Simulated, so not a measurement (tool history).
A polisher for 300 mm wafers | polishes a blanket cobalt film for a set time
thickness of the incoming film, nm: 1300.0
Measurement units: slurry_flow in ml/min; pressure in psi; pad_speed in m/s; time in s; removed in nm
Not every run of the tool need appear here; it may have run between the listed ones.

run	hour	slurry_flow	pressure	pad_speed	time	removed
1	0	160	2.1	1.12	54	304.73
2	2.5	185	2.1	1.12	54	314.42
3	8.4	185	2	1.12	54	293.01
4	12.4	185	1.9	1.12	54	284.75
5	18.2	185	1.8	1.1	54	269.36
6	22.5	185	1.8	1.28	54	308.5
7	27.6	185	1.7	1.24	54	285.98

Run 8 has not been measured yet. What should we expect?
8	32	185	1.6	1.22	54	?

removed: 261.37 nm
